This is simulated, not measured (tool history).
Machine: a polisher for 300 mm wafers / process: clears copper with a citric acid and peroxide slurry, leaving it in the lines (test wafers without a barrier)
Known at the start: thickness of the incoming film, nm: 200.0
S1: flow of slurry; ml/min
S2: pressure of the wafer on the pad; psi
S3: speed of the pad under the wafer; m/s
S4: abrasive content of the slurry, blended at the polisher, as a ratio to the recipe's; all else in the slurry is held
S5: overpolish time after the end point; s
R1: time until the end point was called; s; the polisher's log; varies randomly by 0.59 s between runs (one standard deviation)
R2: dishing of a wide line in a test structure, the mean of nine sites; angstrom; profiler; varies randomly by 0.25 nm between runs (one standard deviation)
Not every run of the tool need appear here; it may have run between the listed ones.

Run 1, hour 0.0: S1 190 ml/min, S2 2.8 psi, S3 0.96 m/s, S4 1.00, S5 15 s. Result: R1 110.860 s, R2 179.30 angstrom.
Run 2, hour 5.6: S1 195 ml/min, S2 3.1 psi, S3 0.98 m/s, S4 1.00, S5 12 s. Result: R1 99.859 s, R2 166.03 angstrom.
Run 3, hour 8.2: S1 195 ml/min, S2 3.1 psi, S3 0.98 m/s, S4 0.95, S5 12 s. Result: R1 100.020 s, R2 164.84 angstrom.
Run 4, hour 15.3: S1 205 ml/min, S2 3.4 psi, S3 1.00 m/s, S4 0.80, S5 10 s. Result: R1 90.631 s, R2 145.65 angstrom.
Run 5, hour 16.8: S1 205 ml/min, S2 3.4 psi, S3 1.00 m/s, S4 1.00, S5 10 s. Result: R1 87.398 s, R2 157.11 angstrom.
Run 6, hour 24.9: S1 210 ml/min, S2 3.6 psi, S3 1.00 m/s, S4 0.95, S5 8 s. Result: R1 84.068 s, R2 134.64 angstrom.
Run 7, hour 30.9: S1 215 ml/min, S2 3.8 psi, S3 1.00 m/s, S4 0.95, S5 7 s. Result: R1 79.825 s, R2 123.38 angstrom.
Run 8, hour 38.4: S1 220 ml/min, S2 3.9 psi, S3 1.00 m/s, S4 0.95, S5 7 s. Result: R1 77.256 s, R2 125.44 angstrom.
Run 9, hour 44.3: S1 225 ml/min, S2 4.0 psi, S3 1.00 m/s, S4 0.95, S5 7 s. Result: R1 73.247 s, R2 129.54 angstrom.

The next listed run, before its measurement:
Run 10, hour 46.8: S1 225 ml/min, S2 4.0 psi, S3 1.00 m/s, S4 0.95, S5 7 s. Result: R1 ?, R2 ?.

Run 10 yielded R1 74.339 s, R2 130.25 angstrom.
